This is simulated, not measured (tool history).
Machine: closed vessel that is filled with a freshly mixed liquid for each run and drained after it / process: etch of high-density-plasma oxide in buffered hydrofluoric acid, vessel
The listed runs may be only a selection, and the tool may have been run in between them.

run,hour,temperature setpoint of the liquid (C),parts of 40 % ammonium fluoride to one part of 49 % hydrofluoric acid (parts by volume),time in the liquid (s),thickness taken off the high-density-plasma oxide on a monitor wafer (nm)
1,0,24,8,30,88.122
2,8.6,22,8,30,79.699
3,15,24,8,30,88.46
4,19.5,25.5,8,30,97.012
5,27.5,25.5,8,30,96.351
6,28.5,25.5,10,30,79.797
7,36,27,9.5,30,92.441
8,44.1,28,9.5,30,95.789
# hour 46.7: hydrofluoric acid flow meter replaced
9,46.7,29,9.5,30,105.55
10,49,29.5,9.5,30,108.43
11,55,30,9.5,30,111.69
12,61.3,30.5,9.5,30,112.11
13,69.1,31,9.5,30,115.7

What does the tool deliver on the next run?
14,75.1,31.5,9,30,?

For run 14 the tool returned thickness taken off the high-density-plasma oxide on a monitor wafer (nm) 123.9.
